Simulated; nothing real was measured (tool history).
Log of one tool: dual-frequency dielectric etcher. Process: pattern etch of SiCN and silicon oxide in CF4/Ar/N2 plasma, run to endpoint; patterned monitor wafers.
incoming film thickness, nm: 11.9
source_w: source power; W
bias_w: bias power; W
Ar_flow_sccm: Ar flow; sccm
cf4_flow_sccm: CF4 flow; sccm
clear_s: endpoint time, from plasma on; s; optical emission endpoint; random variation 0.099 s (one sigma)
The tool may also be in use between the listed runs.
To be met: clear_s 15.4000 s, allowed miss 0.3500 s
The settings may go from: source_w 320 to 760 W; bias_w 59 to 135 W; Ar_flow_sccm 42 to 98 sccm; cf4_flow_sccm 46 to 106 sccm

| run | hour | source_w | bias_w | Ar_flow_sccm | cf4_flow_sccm | clear_s |
|---|---|---|---|---|---|---|
| 1 | 0.0 | 540 | 97 | 70 | 76 | 10.4400 |
| 2 | 6.6 | 540 | 97 | 70 | 88 | 10.3560 |
| 3 | 10.1 | 520 | 96 | 70 | 88 | 10.6910 |
| 4 | 14.0 | 600 | 96 | 70 | 88 | 9.3770 |
| 5 | 14.9 | 570 | 95 | 70 | 88 | 9.8549 |
| 6 | 16.4 | 540 | 94 | 70 | 88 | 10.4340 |
| 7 | 20.5 | 520 | 93 | 70 | 88 | 10.7200 |
| 8 | 27.9 | 500 | 91 | 71 | 88 | 11.1430 |
| 9 | 33.5 | 480 | 90 | 71 | 88 | 11.6340 |
| 10 | 42.2 | 460 | 89 | 71 | 88 | 12.1110 |
| 11 | 50.2 | 460 | 89 | 71 | 88 | 12.0650 |
| 12 | 57.5 | 450 | 88 | 71 | 88 | 12.2290 |
| 13 | 60.9 | 440 | 87 | 71 | 88 | 12.6140 |
| 14 | 68.3 | 430 | 87 | 71 | 88 | 12.7720 |
| 15 | 76.9 | 420 | 87 | 71 | 88 | 13.0890 |
| 16 | 80.5 | 410 | 87 | 71 | 88 | 13.2980 |
| 17 | 86.9 | 400 | 87 | 71 | 88 | 13.5430 |

4 next moves are on the table. One of them brings every result within its allowed miss. Which?
| A | 93.3 | 440 | 101 | 72 | 95 | ? |
| B | 93.3 | 350 | 83 | 89 | 105 | ? |
| C | 93.3 | 530 | 96 | 72 | 95 | ? |
| D | 93.3 | 500 | 72 | 71 | 78 | ? |

| move | clear_s |
|---|---|
| A | 12.1040 |
| B | 15.4760 |
| C | 10.5040 |
| D | 12.0590 |
A: further off than the last run
B: meets every target
C: further off than the last run
D: further off than the last run
Move B is the one to make.
